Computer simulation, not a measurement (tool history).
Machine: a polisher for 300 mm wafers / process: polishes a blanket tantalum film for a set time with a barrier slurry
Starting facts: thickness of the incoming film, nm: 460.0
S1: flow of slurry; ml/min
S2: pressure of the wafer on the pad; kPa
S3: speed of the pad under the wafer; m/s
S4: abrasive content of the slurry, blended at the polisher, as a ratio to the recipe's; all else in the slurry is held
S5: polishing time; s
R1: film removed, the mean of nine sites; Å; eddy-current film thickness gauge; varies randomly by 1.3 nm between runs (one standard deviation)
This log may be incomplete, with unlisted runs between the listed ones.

run,hour,S1,S2,S3,S4,S5,R1
1,0,255,10.3,1.14,1,103,1517.9
2,8,255,9,1.12,1,103,1360.8
3,15.7,255,9,1.12,1,103,1411
4,18.9,255,11.7,1.12,1,103,1767
5,25.3,255,11.7,0.86,1,103,1406.6
6,33.4,255,13.8,0.86,1,103,1673.5
7,38.2,255,12.4,0.84,1,103,1450.1
8,45.3,255,11,0.82,1,103,1275.3

Expected results for the next run?
9,47.9,255,10.3,0.8,1,103,?

{"run 9": {"R1": 1176.2}}
